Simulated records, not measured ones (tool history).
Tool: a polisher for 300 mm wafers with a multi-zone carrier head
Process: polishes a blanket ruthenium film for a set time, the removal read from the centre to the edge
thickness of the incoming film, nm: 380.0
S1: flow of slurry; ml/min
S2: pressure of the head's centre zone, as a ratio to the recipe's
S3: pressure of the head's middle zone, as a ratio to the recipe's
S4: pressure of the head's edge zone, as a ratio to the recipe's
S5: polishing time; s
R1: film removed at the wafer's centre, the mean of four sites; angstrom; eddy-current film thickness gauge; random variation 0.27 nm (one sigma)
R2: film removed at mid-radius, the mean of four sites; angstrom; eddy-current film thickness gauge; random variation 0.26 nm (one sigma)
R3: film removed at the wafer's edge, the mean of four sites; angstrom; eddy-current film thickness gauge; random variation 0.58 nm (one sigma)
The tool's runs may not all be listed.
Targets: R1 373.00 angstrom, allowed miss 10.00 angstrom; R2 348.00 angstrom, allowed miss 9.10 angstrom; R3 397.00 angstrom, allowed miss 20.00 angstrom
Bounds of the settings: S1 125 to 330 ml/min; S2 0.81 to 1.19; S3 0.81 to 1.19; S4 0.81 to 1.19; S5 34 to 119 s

Run 1, hour 0.0: S1 210 ml/min, S2 1.00, S3 1.00, S4 1.00, S5 76 s. Result: R1 561.60 angstrom, R2 582.00 angstrom, R3 558.54 angstrom.
Run 2, hour 0.7: S1 210 ml/min, S2 1.00, S3 1.00, S4 1.00, S5 65 s. Result: R1 480.62 angstrom, R2 491.35 angstrom, R3 477.81 angstrom.
Run 3, hour 2.5: S1 170 ml/min, S2 1.00, S3 1.00, S4 1.00, S5 65 s. Result: R1 470.47 angstrom, R2 477.44 angstrom, R3 463.53 angstrom.
Run 4, hour 8.2: S1 160 ml/min, S2 0.98, S3 0.95, S4 1.00, S5 62 s. Result: R1 430.15 angstrom, R2 433.96 angstrom, R3 436.08 angstrom.
Run 5, hour 12.2: S1 180 ml/min, S2 0.98, S3 0.95, S4 1.00, S5 62 s. Result: R1 439.86 angstrom, R2 442.73 angstrom, R3 438.21 angstrom.
Run 6, hour 15.4: S1 155 ml/min, S2 0.98, S3 0.95, S4 1.00, S5 62 s. Result: R1 430.71 angstrom, R2 426.23 angstrom, R3 442.48 angstrom.
Run 7, hour 23.4: S1 140 ml/min, S2 0.91, S3 0.85, S4 0.92, S5 55 s. Result: R1 354.12 angstrom, R2 342.84 angstrom, R3 360.71 angstrom.
Run 8, hour 30.9: S1 145 ml/min, S2 0.92, S3 0.84, S4 0.96, S5 55 s. Result: R1 354.75 angstrom, R2 344.02 angstrom, R3 370.04 angstrom.
Run 9, hour 39.6: S1 150 ml/min, S2 0.93, S3 0.83, S4 0.99, S5 55 s. Result: R1 363.86 angstrom, R2 339.80 angstrom, R3 378.47 angstrom.

5 next moves are on the table. One of them brings every result within its allowed miss. Which?
Run A, hour 48.3: S1 170 ml/min, S2 0.89, S3 0.86, S4 0.91, S5 54 s. Result: R1 ?, R2 ?, R3 ?.
Run B, hour 48.3: S1 180 ml/min, S2 0.87, S3 0.81, S4 1.05, S5 53 s. Result: R1 ?, R2 ?, R3 ?.
Run C, hour 48.3: S1 185 ml/min, S2 1.00, S3 0.83, S4 1.00, S5 51 s. Result: R1 ?, R2 ?, R3 ?.
Run D, hour 48.3: S1 150 ml/min, S2 0.93, S3 0.83, S4 1.00, S5 57 s. Result: R1 ?, R2 ?, R3 ?.
Run E, hour 48.3: S1 145 ml/min, S2 1.01, S3 0.86, S4 0.89, S5 54 s. Result: R1 ?, R2 ?, R3 ?.

move      R1      R2      R3
   A  352.37  351.49  369.98
   B  343.55  331.33  391.58
   C  367.38  326.42  368.93
   D  374.87  352.83  402.36
   E  374.75  342.01  359.20
A: further off than the last run
B: brings the result that was furthest off to its target, and leaves another outside
C: further off than the last run
D: meets every target
E: further off than the last run
The right move is D.

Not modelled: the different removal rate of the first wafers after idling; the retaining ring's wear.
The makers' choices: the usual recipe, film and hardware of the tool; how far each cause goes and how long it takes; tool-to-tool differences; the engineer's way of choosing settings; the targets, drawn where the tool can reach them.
